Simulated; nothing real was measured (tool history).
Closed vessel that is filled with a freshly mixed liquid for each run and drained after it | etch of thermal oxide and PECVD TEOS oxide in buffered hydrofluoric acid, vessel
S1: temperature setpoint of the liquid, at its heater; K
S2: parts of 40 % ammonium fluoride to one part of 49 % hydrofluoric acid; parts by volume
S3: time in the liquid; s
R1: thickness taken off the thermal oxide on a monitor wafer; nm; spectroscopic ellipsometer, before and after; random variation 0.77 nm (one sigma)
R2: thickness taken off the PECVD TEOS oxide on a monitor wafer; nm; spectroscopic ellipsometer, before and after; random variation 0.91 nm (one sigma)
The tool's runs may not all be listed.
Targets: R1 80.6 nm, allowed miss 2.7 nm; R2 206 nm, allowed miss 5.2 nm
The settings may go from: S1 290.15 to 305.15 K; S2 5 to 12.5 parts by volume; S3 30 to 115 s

run 1 hour=0 | S1=297.15 S2=7.5 S3=60 | R1=95.802 R2=242.1
run 2 hour=5.6 | S1=297.15 S2=7.5 S3=45 | R1=70.629 R2=180.72
run 3 hour=8.3 | S1=297.15 S2=7.5 S3=60 | R1=94.909 R2=242.61
run 4 hour=9 | S1=297.15 S2=6 S3=60 | R1=116.61 R2=295.6
run 5 hour=13.3 | S1=295.65 S2=6 S3=60 | R1=107 R2=274.25
run 6 hour=14.4 | S1=294.65 S2=6 S3=60 | R1=101.42 R2=261.15
run 7 hour=15.7 | S1=293.65 S2=6 S3=60 | R1=96.954 R2=244.75
run 8 hour=19.9 | S1=291.15 S2=6.5 S3=60 | R1=77.97 R2=198.59

4 next moves are on the table. One of them brings every result within its allowed miss. Which?
run A hour=24.1 | S1=290.15 S2=12.5 S3=115 | R1=? R2=?
run B hour=24.1 | S1=290.15 S2=10.5 S3=95 | R1=? R2=?
run C hour=24.1 | S1=290.65 S2=6 S3=60 | R1=? R2=?
run D hour=24.1 | S1=292.65 S2=6 S3=50 | R1=? R2=?

move=A R1=75.832 R2=192.43
move=B R1=74.284 R2=188.5
move=C R1=81.201 R2=206.05
move=D R1=75.754 R2=192.23
A: further off than the last run
B: further off than the last run
C: meets every target
D: further off than the last run
The right move is C.
